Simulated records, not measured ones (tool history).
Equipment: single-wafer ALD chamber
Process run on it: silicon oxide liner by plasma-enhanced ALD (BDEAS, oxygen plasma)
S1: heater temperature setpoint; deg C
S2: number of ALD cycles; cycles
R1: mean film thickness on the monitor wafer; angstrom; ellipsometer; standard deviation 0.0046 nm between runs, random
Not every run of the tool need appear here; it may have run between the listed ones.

{"run": 1, "hour": 0.0, "S1": 320, "S2": 32, "R1": 26.646}
{"run": 2, "hour": 3.4, "S1": 320, "S2": 31, "R1": 25.749}
{"run": 3, "hour": 12.2, "S1": 320, "S2": 34, "R1": 28.181}
{"run": 4, "hour": 19.5, "S1": 324, "S2": 34, "R1": 28.014}
{"run": 5, "hour": 26.7, "S1": 325, "S2": 32, "R1": 26.397}
{"run": 6, "hour": 35.2, "S1": 325, "S2": 29, "R1": 23.858}

Run 7 comes next. What will it give?
{"hour": 37.8, "done": "thermocouple changed; heater temperature recalibrated"}
{"run": 7, "hour": 37.8, "S1": 325, "S2": 28, "R1": "?"}

Logged for run 7: R1 23.267 angstrom.

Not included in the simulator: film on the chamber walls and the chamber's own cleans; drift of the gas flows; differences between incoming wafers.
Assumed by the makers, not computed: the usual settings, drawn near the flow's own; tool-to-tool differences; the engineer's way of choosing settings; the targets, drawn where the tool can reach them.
